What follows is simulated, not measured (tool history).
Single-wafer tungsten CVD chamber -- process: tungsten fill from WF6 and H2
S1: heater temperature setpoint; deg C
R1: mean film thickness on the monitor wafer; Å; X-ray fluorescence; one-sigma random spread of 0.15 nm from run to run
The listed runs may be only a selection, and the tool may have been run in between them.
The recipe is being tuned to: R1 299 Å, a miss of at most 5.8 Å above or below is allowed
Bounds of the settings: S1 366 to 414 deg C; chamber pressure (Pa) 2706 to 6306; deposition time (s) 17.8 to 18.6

{"run": 1, "hour": 0.0, "S1": 390, "chamber pressure (Pa)": 4506, "deposition time (s)": 18.6, "R1": 437.28}
{"run": 2, "hour": 2.1, "S1": 386, "chamber pressure (Pa)": 4493, "deposition time (s)": 18.6, "R1": 402.33}
{"run": 3, "hour": 9.0, "S1": 382, "chamber pressure (Pa)": 4493, "deposition time (s)": 18.6, "R1": 373.09}
{"run": 4, "hour": 14.0, "S1": 380, "chamber pressure (Pa)": 4480, "deposition time (s)": 18.6, "R1": 355.72}
{"run": 5, "hour": 19.8, "S1": 380, "chamber pressure (Pa)": 4973, "deposition time (s)": 18.6, "R1": 376.11}
{"run": 6, "hour": 23.8, "S1": 378, "chamber pressure (Pa)": 4960, "deposition time (s)": 18.6, "R1": 360.57}
{"run": 7, "hour": 28.3, "S1": 376, "chamber pressure (Pa)": 4946, "deposition time (s)": 18.6, "R1": 345.45}
{"run": 8, "hour": 36.6, "S1": 374, "chamber pressure (Pa)": 4946, "deposition time (s)": 18.6, "R1": 330.48}
{"run": 9, "hour": 43.6, "S1": 373, "chamber pressure (Pa)": 4946, "deposition time (s)": 18.6, "R1": 322.82}
{"hour": 51.7, "done": "capacitance manometer re-zeroed and calibrated"}
{"run": 10, "hour": 51.7, "S1": 372, "chamber pressure (Pa)": 4946, "deposition time (s)": 18.6, "R1": 326.88}
{"run": 11, "hour": 53.9, "S1": 371, "chamber pressure (Pa)": 4946, "deposition time (s)": 18.6, "R1": 318.79}
{"run": 12, "hour": 57.7, "S1": 371, "chamber pressure (Pa)": 4946, "deposition time (s)": 18.6, "R1": 318.08}

Exercise: of the 4 proposed moves below, exactly one satisfies all targets within the stated allowed misses. Which move is it?
{"run": "A", "hour": 61.5, "S1": 370, "chamber pressure (Pa)": 4466, "deposition time (s)": 17.8, "R1": "?"}
{"run": "B", "hour": 61.5, "S1": 369, "chamber pressure (Pa)": 4800, "deposition time (s)": 18.4, "R1": "?"}
{"run": "C", "hour": 61.5, "S1": 370, "chamber pressure (Pa)": 4480, "deposition time (s)": 17.8, "R1": "?"}
{"run": "D", "hour": 61.5, "S1": 367, "chamber pressure (Pa)": 5093, "deposition time (s)": 17.8, "R1": "?"}

move=A R1=281.96
move=B R1=297.11
move=C R1=282.44
move=D R1=284.15
A: takes the biggest miss from the last run beyond its target
B: in spec on every target
C: takes the biggest miss from the last run beyond its target
D: takes the biggest miss from the last run beyond its target
The move that meets every target is B.
